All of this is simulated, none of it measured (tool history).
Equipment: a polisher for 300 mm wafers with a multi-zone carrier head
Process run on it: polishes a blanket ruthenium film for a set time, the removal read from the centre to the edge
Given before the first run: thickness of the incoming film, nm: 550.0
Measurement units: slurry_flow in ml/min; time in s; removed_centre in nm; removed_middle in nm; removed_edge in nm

| run | hour | slurry_flow | centre_zone | middle_zone | edge_zone | time | removed_centre | removed_middle | removed_edge |
|---|---|---|---|---|---|---|---|---|---|
| 1 | 0 | 165 | 1 | 1 | 1 | 68 | 83.829 | 82.004 | 86.065 |
| 2 | 3.7 | 165 | 1 | 1 | 1.04 | 68 | 81.68 | 83.976 | 88.032 |
| 3 | 8.2 | 165 | 1 | 1 | 1.04 | 74 | 92.389 | 90.731 | 96.157 |
| 4 | 12.5 | 165 | 0.93 | 1 | 1.04 | 74 | 86.78 | 92.632 | 96.689 |
| 5 | 15.1 | 165 | 0.93 | 1.03 | 1.04 | 74 | 84.713 | 92.169 | 96.604 |
| 6 | 17 | 165 | 0.89 | 1.03 | 1.04 | 74 | 81.155 | 92.715 | 95.997 |

Predict the results of run 7:
| 7 | 22.8 | 170 | 0.91 | 0.99 | 1.08 | 78 | ? | ? | ? |

{"run 7": {"removed_centre": 87.232, "removed_middle": 95.234, "removed_edge": 103.86}}
